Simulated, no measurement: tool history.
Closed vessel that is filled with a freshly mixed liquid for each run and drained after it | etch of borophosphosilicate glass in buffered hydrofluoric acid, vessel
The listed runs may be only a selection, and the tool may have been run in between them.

run	hour	temperature setpoint of the liquid (°C)	parts of 40 % ammonium fluoride to one part of 49 % hydrofluoric acid (parts by volume)	time in the liquid (s)	thickness taken off the borophosphosilicate glass on a monitor wafer (nm)
1	0.0	23.0	17.0	85	88.465
2	1.8	23.0	20.0	85	74.496
3	7.1	25.0	19.5	85	86.539
4	11.3	26.5	19.5	85	92.468
5	18.0	23.0	19.5	85	75.262
6	26.8	25.0	19.5	85	85.260
7	28.3	25.0	19.5	85	84.968
8	30.0	26.5	19.0	85	94.323
9	34.1	27.5	18.5	85	102.430
10	38.2	28.5	18.5	85	108.890

Predict the results of run 11:
11	41.3	29.0	18.5	85	?

thickness taken off the borophosphosilicate glass on a monitor wafer (nm): 110.950
